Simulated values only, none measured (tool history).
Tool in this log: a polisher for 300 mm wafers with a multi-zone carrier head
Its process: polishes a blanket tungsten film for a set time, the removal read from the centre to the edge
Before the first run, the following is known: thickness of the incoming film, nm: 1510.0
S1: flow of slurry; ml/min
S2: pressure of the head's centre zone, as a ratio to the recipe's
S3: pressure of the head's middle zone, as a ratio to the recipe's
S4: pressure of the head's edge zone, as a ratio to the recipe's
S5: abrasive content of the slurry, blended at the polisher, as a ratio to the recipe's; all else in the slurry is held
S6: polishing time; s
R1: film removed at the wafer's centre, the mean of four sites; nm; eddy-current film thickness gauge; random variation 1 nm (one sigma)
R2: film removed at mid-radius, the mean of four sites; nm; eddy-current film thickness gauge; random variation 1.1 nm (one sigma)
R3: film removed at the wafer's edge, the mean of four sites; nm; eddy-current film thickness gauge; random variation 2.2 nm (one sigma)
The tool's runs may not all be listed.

run,hour,S1,S2,S3,S4,S5,S6,R1,R2,R3
1,0.0,130,1.00,1.00,1.00,1.00,38,201.54,203.73,209.26
2,6.9,125,0.97,0.99,0.97,0.90,38,186.12,194.51,199.95
3,11.2,125,0.97,0.95,0.97,0.90,38,183.72,186.97,199.93
4,15.8,120,0.95,0.95,0.94,0.80,38,177.00,179.25,186.65
5,17.8,90,0.95,0.95,0.94,0.80,38,157.71,168.26,178.53
6,20.9,90,0.93,0.94,0.92,0.75,38,150.96,161.16,172.43

Run 7 has not been measured yet. What should we expect?
7,26.2,90,0.92,0.94,0.90,0.75,38,?,?,?

{"run 7": {"R1": 153.97, "R2": 162.17, "R3": 174.55}}

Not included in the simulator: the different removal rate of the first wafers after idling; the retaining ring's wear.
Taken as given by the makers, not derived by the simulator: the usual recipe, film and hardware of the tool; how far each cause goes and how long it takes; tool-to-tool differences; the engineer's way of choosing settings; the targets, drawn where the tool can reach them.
